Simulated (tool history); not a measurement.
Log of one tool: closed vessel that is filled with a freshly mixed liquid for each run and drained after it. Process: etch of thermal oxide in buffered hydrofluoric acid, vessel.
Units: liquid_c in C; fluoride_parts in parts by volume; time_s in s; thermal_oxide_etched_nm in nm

run	hour	liquid_c	fluoride_parts	time_s	thermal_oxide_etched_nm
1	0	24	10	105	103.1
2	6.8	25.5	9	105	119.72
3	8.5	27	8	105	150.35
4	13.5	28	7.5	105	165.48
5	14.4	25.5	7.5	105	147.58
6	20.1	27	7	105	169.13
7	27.3	28	6.5	105	194.35
8	34.4	29	6.5	105	197.62
9	38.2	29	6.5	105	200.87
10	39.1	29.5	6.5	105	206.52
11	41.7	29.5	6.5	105	207.34
12	46.5	30	6.5	105	212.29
13	52	30.5	6.5	105	215.17
14	53.7	31	6.5	105	224.3

The next listed run, before its measurement:
15	61	31.5	6	105	?

thermal_oxide_etched_nm: 246.35 nm
